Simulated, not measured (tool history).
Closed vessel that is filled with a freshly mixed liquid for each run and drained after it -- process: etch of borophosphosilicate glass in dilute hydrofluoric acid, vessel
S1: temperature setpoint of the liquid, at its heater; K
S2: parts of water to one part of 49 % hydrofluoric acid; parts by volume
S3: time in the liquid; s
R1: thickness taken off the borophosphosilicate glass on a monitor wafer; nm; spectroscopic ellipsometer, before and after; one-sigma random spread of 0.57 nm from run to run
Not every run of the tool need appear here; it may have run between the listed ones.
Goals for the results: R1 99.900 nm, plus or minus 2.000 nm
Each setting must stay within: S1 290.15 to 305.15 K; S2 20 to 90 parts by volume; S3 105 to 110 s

run	day	S1	S2	S3	R1
1	0.000	297.15	50	105	88.487
2	0.071	297.15	50	105	89.719
3	0.196	297.15	60	105	73.102
4	0.233	297.15	60	110	77.145
5	0.408	298.15	60	110	80.860
6	0.696	298.15	45	110	110.090
7	0.917	297.65	45	110	107.250
8	1.150	297.15	45	110	103.510
9	1.517	296.65	45	110	103.220

Which single option among these 4 for the next run brings every result within its allowed miss of target? Just one does.
A	1.883	295.15	40	105	?
B	1.883	296.15	45	105	?
C	1.883	297.15	45	105	?
D	1.883	290.15	35	105	?

move	R1
A	103.000
B	94.861
C	98.878
D	95.502
A: better than the last run, though not everything is in spec
B: takes the result that was furthest off past its target
C: meets every target
D: takes the result that was furthest off past its target
The right move is C.

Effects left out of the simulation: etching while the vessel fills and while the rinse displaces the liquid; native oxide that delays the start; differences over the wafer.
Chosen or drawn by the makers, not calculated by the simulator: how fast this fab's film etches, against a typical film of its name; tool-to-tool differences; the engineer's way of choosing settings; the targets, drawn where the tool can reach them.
